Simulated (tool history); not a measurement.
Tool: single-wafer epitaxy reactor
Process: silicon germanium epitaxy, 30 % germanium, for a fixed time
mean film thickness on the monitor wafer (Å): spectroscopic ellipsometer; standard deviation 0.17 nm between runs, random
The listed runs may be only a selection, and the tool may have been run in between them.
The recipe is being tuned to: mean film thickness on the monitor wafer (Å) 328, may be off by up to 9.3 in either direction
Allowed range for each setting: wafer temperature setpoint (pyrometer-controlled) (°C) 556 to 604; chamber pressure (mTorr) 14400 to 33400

run  hour  wafer temperature setpoint (pyrometer-controlled) (°C)  chamber pressure (mTorr)  mean film thickness on the monitor wafer (Å)
  1     0                                                     580                     23900                                         503.5
  2     4                                                     577                     23800                                        476.51
  3   8.2                                                     577                     28100                                        510.61
  4  15.7                                                     574                     27700                                        480.54
  5  16.6                                                     571                     27300                                        453.96
     23.3  -- pyrometer calibrated
  6  23.3                                                     575                     27300                                        451.58
  7  26.6                                                     572                     27000                                        430.69
  8  33.6                                                     560                     26000                                        342.49

Which one of the following 4 next-run settings gets every result inside its allowed miss? There is exactly one.
  A  40.6                                                     563                     20800                                             ?
  B  40.6                                                     568                     23400                                             ?
  C  40.6                                                     560                     28200                                             ?
  D  40.6                                                     560                     28500                                             ?

move  mean film thickness on the monitor wafer (Å)
   A                                        326.97
   B                                        374.83
   C                                        352.68
   D                                        354.24
A: each result inside its tolerance
B: its largest miss is bigger than the last run's
C: its largest miss is bigger than the last run's
D: its largest miss is bigger than the last run's
Go with A: it meets all targets.
